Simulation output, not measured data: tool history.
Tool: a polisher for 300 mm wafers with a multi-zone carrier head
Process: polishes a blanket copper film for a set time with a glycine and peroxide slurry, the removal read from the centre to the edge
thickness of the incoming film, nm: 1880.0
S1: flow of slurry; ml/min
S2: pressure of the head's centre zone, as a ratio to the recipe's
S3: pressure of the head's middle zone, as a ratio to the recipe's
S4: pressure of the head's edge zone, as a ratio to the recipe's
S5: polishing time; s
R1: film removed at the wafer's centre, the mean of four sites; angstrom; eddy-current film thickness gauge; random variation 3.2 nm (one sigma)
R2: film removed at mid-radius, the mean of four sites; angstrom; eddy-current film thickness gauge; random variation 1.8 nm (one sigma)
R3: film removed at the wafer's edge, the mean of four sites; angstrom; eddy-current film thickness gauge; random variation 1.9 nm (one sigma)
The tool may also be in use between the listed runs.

run  hour   S1    S2    S3    S4  S5      R1      R2      R3
  1   0.0  225  1.00  1.00  1.00  90  4596.9  4664.3  4613.3
  2   5.0  210  0.99  0.99  0.97  80  3989.5  4109.2  4020.8
  3   8.8  235  0.99  0.99  0.97  80  4028.6  4068.7  4035.7
  4  10.6  235  0.99  0.99  1.01  80  4138.6  4079.7  4103.1
  5  17.1  225  0.99  0.98  0.97  72  3682.0  3722.2  3619.8
  6  24.2  225  0.93  0.98  0.97  72  3377.2  3689.2  3666.0
  7  30.4  220  0.94  0.97  0.95  66  3054.5  3286.3  3283.5
  8  32.9  220  0.95  0.96  0.93  62  3028.6  3086.8  3093.1
  9  41.8  215  0.95  0.96  0.91  59  2883.4  2952.7  2894.1
 10  48.5  210  0.94  0.96  0.89  57  2725.9  2819.3  2750.5
 11  56.5  205  0.94  0.96  0.87  56  2702.7  2763.8  2626.4
 12  65.1  195  0.93  0.95  0.86  56  2586.1  2726.1  2661.0
 13  66.5  195  0.93  0.95  0.85  55  2583.4  2684.6  2625.1
 14  69.6  195  0.93  0.95  0.84  54  2507.4  2615.2  2527.0
     78.0  -- edge zone pressure recalibrated
 15  78.0  195  0.93  0.95  0.83  53  2479.8  2571.2  2528.1

Forecast run 16:
 16  82.8  175  0.97  0.99  0.81  45   ?   ?   ?

R1: 2120.0 angstrom
R2: 2232.2 angstrom
R3: 2107.7 angstrom
